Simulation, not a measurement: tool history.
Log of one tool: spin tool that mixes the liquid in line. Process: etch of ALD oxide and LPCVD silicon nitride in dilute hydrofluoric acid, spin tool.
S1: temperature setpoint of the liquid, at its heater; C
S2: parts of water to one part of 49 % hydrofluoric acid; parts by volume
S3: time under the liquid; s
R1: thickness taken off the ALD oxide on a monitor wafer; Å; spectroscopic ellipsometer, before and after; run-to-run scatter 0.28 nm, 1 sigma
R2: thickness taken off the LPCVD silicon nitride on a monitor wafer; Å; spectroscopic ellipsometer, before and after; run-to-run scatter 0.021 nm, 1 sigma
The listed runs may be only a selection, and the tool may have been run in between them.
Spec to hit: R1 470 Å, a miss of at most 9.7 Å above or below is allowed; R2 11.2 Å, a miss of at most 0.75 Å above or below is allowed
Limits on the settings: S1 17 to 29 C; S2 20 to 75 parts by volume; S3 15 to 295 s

{"run": 1, "hour": 0.0, "S1": 21, "S2": 45, "S3": 150, "R1": 559.71, "R2": 14.314}
{"run": 2, "hour": 5.3, "S1": 20.5, "S2": 45, "S3": 150, "R1": 550.78, "R2": 13.933}
{"run": 3, "hour": 13.9, "S1": 22, "S2": 45, "S3": 150, "R1": 590.72, "R2": 15.491}
{"run": 4, "hour": 20.7, "S1": 22, "S2": 45, "S3": 205, "R1": 802.77, "R2": 20.971}
{"run": 5, "hour": 28.2, "S1": 21.5, "S2": 45, "S3": 205, "R1": 785.06, "R2": 20.23}
{"run": 6, "hour": 33.9, "S1": 21.5, "S2": 45, "S3": 150, "R1": 580.71, "R2": 14.808}
{"run": 7, "hour": 36.9, "S1": 21, "S2": 45, "S3": 150, "R1": 564.83, "R2": 13.746}
{"run": 8, "hour": 41.9, "S1": 20.5, "S2": 50, "S3": 155, "R1": 508.91, "R2": 12.553}
{"run": 9, "hour": 48.6, "S1": 20, "S2": 50, "S3": 155, "R1": 494.96, "R2": 12.602}
{"run": 10, "hour": 50.7, "S1": 19.5, "S2": 50, "S3": 155, "R1": 485, "R2": 11.964}

Which of these 4 next moves meets every target?
{"run": "A", "hour": 52.8, "S1": 23.5, "S2": 55, "S3": 140, "R1": "?", "R2": "?"}
{"run": "B", "hour": 52.8, "S1": 19.5, "S2": 60, "S3": 170, "R1": "?", "R2": "?"}
{"run": "C", "hour": 52.8, "S1": 18, "S2": 50, "S3": 160, "R1": "?", "R2": "?"}
{"run": "D", "hour": 52.8, "S1": 20, "S2": 50, "S3": 140, "R1": "?", "R2": "?"}

move=A R1=469.14 R2=13.064
move=B R1=439.17 R2=11.08
move=C R1=470.61 R2=11.209
move=D R1=448.59 R2=11.281
A: gets the furthest-off result to its target, but another result is out of tolerance
B: carries the result that was furthest off beyond its target, to the other side
C: in spec on every target
D: carries the result that was furthest off beyond its target, to the other side
Go with C: it meets all targets.
